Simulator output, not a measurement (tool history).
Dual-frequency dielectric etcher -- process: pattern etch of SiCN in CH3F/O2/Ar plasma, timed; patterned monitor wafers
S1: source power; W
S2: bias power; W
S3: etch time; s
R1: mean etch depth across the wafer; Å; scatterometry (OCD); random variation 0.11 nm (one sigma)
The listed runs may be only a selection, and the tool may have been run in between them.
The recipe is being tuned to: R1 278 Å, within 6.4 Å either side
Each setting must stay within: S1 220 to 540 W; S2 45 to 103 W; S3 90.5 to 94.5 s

run  hour   S1  S2    S3      R1
  1     0  380  74  90.5  338.56
  2   1.8  380  84  90.5  356.83
  3  10.4  330  78  90.5  320.02
  4  18.8  300  77  90.5  304.26
  5    23  350  77  90.5  330.96
  6  28.9  350  70  90.5  318.29
  7  34.9  320  69  90.5  300.14
  8  39.4  320  69  90.5  300.98
  9  44.4  310  69  90.5   294.5
 10  49.8  300  69  90.5  288.01

Which single option among these 4 for the next run brings every result within its allowed miss of target? Just one does.
  A  55.2  310  64  92.5   ?
  B  55.2  320  67    92   ?
  C  55.2  290  61  92.5   ?
  D  55.2  320  67  90.5   ?

move      R1
   A  291.91
   B  301.14
   C  275.62
   D  296.23
A: moves away from the targets compared with the last run
B: moves away from the targets compared with the last run
C: in spec on every target
D: moves away from the targets compared with the last run
Correct choice: C, which meets every target
